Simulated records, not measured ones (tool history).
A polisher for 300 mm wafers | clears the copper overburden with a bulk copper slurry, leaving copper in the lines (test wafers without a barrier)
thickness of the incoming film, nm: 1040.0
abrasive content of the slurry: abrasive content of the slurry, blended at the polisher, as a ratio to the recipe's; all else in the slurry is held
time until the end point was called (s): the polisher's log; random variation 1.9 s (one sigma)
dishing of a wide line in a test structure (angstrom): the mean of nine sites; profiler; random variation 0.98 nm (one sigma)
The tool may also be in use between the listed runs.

run,hour,flow of slurry (ml/min),pressure of the wafer on the pad (psi),speed of the pad under the wafer (cm/s),abrasive content of the slurry,overpolish time after the end point (s),time until the end point was called (s),dishing of a wide line in a test structure (angstrom)
1,0,270,1.7,114,1,21,153.68,724.01
2,4.1,270,1.7,114,1,17,154.83,623.49
3,5.2,270,1.6,112,1,21,163.98,698.19
4,11.9,270,1.5,112,1,24,174.97,721.67
5,19.6,340,1.5,112,1,24,170.46,724.18
6,26.7,340,1.5,86,1,24,219.49,602.29
7,30.1,320,1.8,84,0.95,34,194.6,848.17

The next listed run, before its measurement:
8,33.7,320,1.8,84,0.95,35,?,?

Run 8 gave time until the end point was called (s) 196.89, dishing of a wide line in a test structure (angstrom) 866.72.
